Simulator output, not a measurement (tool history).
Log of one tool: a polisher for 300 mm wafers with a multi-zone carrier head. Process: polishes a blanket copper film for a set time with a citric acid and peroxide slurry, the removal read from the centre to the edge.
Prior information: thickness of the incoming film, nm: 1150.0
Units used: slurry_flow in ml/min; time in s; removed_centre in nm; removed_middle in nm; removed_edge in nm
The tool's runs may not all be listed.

run	hour	slurry_flow	centre_zone	middle_zone	edge_zone	slurry_solids	time	removed_centre	removed_middle	removed_edge
1	0	290	1	1	1	1	71	101.23	103.95	100.13
2	3.8	290	1	1.09	1	1	71	100.07	109.27	101.67
3	7.1	290	1	1.09	1.09	1	71	100.95	110.89	103.46
4	15.7	290	1	1.09	1.09	1	79	112.03	122.27	117.1
5	18.4	290	1	1.03	1.09	1	79	111.55	116.31	117.06
6	22.2	295	0.99	1.04	1.05	0.85	68	93.015	97.417	96.765
7	27.8	295	0.99	1.08	1.01	0.8	59	79.842	84.822	79.188

For run 8, what comes out?
8	35.8	270	0.89	1.1	0.91	0.55	47	?	?	?

Logged for run 8: removed_centre 51.62 nm, removed_middle 63.321 nm, removed_edge 54.802 nm.

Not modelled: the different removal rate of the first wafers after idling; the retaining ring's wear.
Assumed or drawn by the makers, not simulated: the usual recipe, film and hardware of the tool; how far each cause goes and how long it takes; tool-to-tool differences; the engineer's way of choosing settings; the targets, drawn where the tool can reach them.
